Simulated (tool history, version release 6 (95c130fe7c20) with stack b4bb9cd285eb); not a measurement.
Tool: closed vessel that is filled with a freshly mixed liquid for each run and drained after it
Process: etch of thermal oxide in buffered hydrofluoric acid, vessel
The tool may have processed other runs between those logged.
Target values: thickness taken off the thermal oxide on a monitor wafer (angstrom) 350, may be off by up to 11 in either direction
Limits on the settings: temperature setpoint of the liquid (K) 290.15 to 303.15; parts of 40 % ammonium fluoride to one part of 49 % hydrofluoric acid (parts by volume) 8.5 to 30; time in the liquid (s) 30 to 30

| run | day | temperature setpoint of the liquid (K) | parts of 40 % ammonium fluoride to one part of 49 % hydrofluoric acid (parts by volume) | time in the liquid (s) | thickness taken off the thermal oxide on a monitor wafer (angstrom) |
|---|---|---|---|---|---|
| 1 | 0 | 295.15 | 23.5 | 30 | 151.54 |
| 2 | 0.362 | 297.65 | 19 | 30 | 204.25 |
| 3 | 0.421 | 299.15 | 17 | 30 | 243.8 |
| 4 | 0.796 | 299.15 | 17 | 30 | 249.05 |
| 5 | 1.012 | 300.65 | 16.5 | 30 | 278.19 |
| 6 | 1.292 | 301.65 | 16 | 30 | 298.84 |
| 7 | 1.45 | 303.15 | 13 | 30 | 394.82 |
| 8 | 1.512 | 302.65 | 13 | 30 | 391.77 |
| 9 | 1.667 | 302.15 | 13 | 30 | 379.25 |

Exercise: of the 4 proposed moves below, exactly one satisfies all targets within the stated allowed misses. Which move is it?
| A | 1.821 | 301.15 | 11.5 | 30 | ? |
| B | 1.821 | 300.65 | 11 | 30 | ? |
| C | 1.821 | 299.15 | 12 | 30 | ? |
| D | 1.821 | 300.65 | 10.5 | 30 | ? |

| move | thickness taken off the thermal oxide on a monitor wafer (angstrom) |
|---|---|
| A | 405.18 |
| B | 412.01 |
| C | 349.25 |
| D | 431.09 |
A: further off than the last run
B: further off than the last run
C: all results in spec
D: further off than the last run
C meets every target.

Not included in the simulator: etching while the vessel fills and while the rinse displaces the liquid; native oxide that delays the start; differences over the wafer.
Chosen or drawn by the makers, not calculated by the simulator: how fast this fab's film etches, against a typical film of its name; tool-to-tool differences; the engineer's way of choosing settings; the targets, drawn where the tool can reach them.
